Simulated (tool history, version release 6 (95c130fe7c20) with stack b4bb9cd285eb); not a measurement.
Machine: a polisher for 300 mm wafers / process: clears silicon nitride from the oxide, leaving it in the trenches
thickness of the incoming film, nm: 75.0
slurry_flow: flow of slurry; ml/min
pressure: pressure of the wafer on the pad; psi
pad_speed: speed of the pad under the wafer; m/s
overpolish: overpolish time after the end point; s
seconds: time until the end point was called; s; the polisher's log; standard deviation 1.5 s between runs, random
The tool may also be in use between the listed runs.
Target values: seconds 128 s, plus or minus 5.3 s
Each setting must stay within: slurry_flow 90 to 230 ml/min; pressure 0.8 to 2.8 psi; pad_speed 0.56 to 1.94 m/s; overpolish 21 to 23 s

{"run": 1, "hour": 0.0, "slurry_flow": 150, "pressure": 1.8, "pad_speed": 1.24, "overpolish": 21, "seconds": 93.032}
{"run": 2, "hour": 3.6, "slurry_flow": 170, "pressure": 1.8, "pad_speed": 1.24, "overpolish": 21, "seconds": 90.144}
{"run": 3, "hour": 5.7, "slurry_flow": 165, "pressure": 1.7, "pad_speed": 1.24, "overpolish": 21, "seconds": 94.391}
{"run": 4, "hour": 13.7, "slurry_flow": 165, "pressure": 2, "pad_speed": 1.24, "overpolish": 21, "seconds": 82.141}
{"run": 5, "hour": 19.7, "slurry_flow": 160, "pressure": 1.8, "pad_speed": 1.24, "overpolish": 21, "seconds": 91.387}
{"run": 6, "hour": 24.6, "slurry_flow": 160, "pressure": 2.1, "pad_speed": 1.24, "overpolish": 21, "seconds": 79.839}
{"run": 7, "hour": 28.6, "slurry_flow": 155, "pressure": 1.9, "pad_speed": 1.22, "overpolish": 21, "seconds": 89.255}
{"run": 8, "hour": 37.5, "slurry_flow": 150, "pressure": 1.8, "pad_speed": 1.22, "overpolish": 21, "seconds": 93.197}
{"run": 9, "hour": 38.2, "slurry_flow": 150, "pressure": 1.7, "pad_speed": 1.22, "overpolish": 21, "seconds": 97.485}

Of the 5 settings listed for the next run, only one would bring every result within its allowed miss of target. Which one?
{"run": "A", "hour": 38.9, "slurry_flow": 205, "pressure": 1.5, "pad_speed": 1.06, "overpolish": 21, "seconds": "?"}
{"run": "B", "hour": 38.9, "slurry_flow": 180, "pressure": 2.2, "pad_speed": 1.38, "overpolish": 21, "seconds": "?"}
{"run": "C", "hour": 38.9, "slurry_flow": 150, "pressure": 1.5, "pad_speed": 0.88, "overpolish": 21, "seconds": "?"}
{"run": "D", "hour": 38.9, "slurry_flow": 135, "pressure": 1.6, "pad_speed": 0.88, "overpolish": 21, "seconds": "?"}
{"run": "E", "hour": 38.9, "slurry_flow": 155, "pressure": 1.5, "pad_speed": 1, "overpolish": 21, "seconds": "?"}

move=A seconds=118.1
move=B seconds=68.48
move=C seconds=148.55
move=D seconds=144.31
move=E seconds=130.58
A: gains on the last run, yet a result remains outside its allowed miss
B: misses by more than the last run did
C: moves the result that the last run missed by most past its target, out the other side
D: moves the result that the last run missed by most past its target, out the other side
E: all results land within tolerance of their targets
Correct choice: E, which meets every target
